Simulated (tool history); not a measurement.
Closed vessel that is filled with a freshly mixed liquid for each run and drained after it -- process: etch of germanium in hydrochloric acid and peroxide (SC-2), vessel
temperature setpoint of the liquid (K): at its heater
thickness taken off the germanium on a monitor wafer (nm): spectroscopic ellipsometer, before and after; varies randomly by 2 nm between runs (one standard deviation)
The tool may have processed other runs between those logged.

run,hour,temperature setpoint of the liquid (K),parts of water to one part each of 37 % hydrochloric acid and 30 % peroxide (parts by volume),time in the liquid (s),thickness taken off the germanium on a monitor wafer (nm)
1,0.0,319.15,6.5,100,323.13
2,3.4,319.15,8.5,100,315.76
3,8.1,319.15,7.5,100,323.99
4,12.3,316.15,7.5,100,291.90
5,14.2,316.15,9.5,100,293.14
6,18.3,314.15,10.0,100,267.02
7,20.2,312.65,10.0,100,258.16
8,21.0,311.65,10.0,100,248.64

Run 9 is up next; what results do you expect?
9,26.0,311.65,10.0,100,?

Run 9 measured thickness taken off the germanium on a monitor wafer (nm) 248.69.
